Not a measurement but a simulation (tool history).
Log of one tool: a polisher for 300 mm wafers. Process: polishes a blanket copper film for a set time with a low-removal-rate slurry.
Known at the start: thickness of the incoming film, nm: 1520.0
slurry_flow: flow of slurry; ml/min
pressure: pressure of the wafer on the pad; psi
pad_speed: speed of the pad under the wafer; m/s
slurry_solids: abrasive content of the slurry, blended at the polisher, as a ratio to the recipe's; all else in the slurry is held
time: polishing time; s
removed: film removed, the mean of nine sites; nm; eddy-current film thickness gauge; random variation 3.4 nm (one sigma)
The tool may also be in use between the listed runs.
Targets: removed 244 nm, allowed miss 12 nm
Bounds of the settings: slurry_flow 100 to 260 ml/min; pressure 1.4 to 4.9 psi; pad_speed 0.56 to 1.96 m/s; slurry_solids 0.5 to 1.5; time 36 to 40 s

| run | day | slurry_flow | pressure | pad_speed | slurry_solids | time | removed |
|---|---|---|---|---|---|---|---|
| 1 | 0 | 165 | 3.1 | 1.26 | 1 | 40 | 149.85 |
| 2 | 0.308 | 165 | 3.3 | 1.26 | 1 | 40 | 159.76 |
| 3 | 0.617 | 165 | 2.8 | 1.26 | 1 | 40 | 135.88 |
| 4 | 0.942 | 165 | 3.1 | 1.26 | 1 | 40 | 146 |
| 5 | 1.1 | 185 | 3.1 | 1.26 | 1 | 40 | 150.2 |
| 6 | 1.342 | 185 | 3.3 | 1.26 | 1 | 40 | 159.09 |
| 7 | 1.392 | 185 | 3.5 | 1.26 | 1 | 40 | 171.08 |
| 8 | 1.617 | 185 | 3.7 | 1.26 | 1 | 40 | 174.06 |
| 9 | 1.988 | 185 | 3.9 | 1.28 | 1 | 40 | 190.75 |
| 10 | 2.008 | 190 | 4.7 | 1.3 | 1 | 40 | 232.36 |

Which of these 4 next moves meets every target?
| A | 2.029 | 190 | 4.6 | 1.26 | 0.95 | 40 | ? |
| B | 2.029 | 170 | 4.8 | 1.3 | 1 | 37 | ? |
| C | 2.029 | 175 | 4.8 | 1.34 | 1 | 40 | ? |
| D | 2.029 | 220 | 4.7 | 1.3 | 0.8 | 38 | ? |

| move | removed |
|---|---|
| A | 215.72 |
| B | 214.56 |
| C | 239.54 |
| D | 210.45 |
A: further off than the last run
B: further off than the last run
C: meets every target
D: further off than the last run
Answer: C
